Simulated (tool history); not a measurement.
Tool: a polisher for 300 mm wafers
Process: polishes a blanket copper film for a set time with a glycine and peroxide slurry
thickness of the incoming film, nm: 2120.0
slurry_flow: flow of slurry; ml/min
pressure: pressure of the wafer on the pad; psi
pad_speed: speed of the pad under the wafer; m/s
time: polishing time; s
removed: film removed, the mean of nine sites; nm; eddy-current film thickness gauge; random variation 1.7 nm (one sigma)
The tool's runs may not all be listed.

run,hour,slurry_flow,pressure,pad_speed,time,removed
1,0.0,230,3.0,1.20,49,265.28
2,5.3,230,2.7,1.20,49,239.30
3,13.9,230,2.7,1.36,49,271.32
4,17.5,190,2.7,1.36,49,261.01
5,23.0,190,2.7,1.54,49,293.62
6,25.4,190,3.4,1.54,49,360.79

Forecast run 7:
7,29.3,185,2.9,1.50,49,?

{"run 7": {"removed": 301.22}}
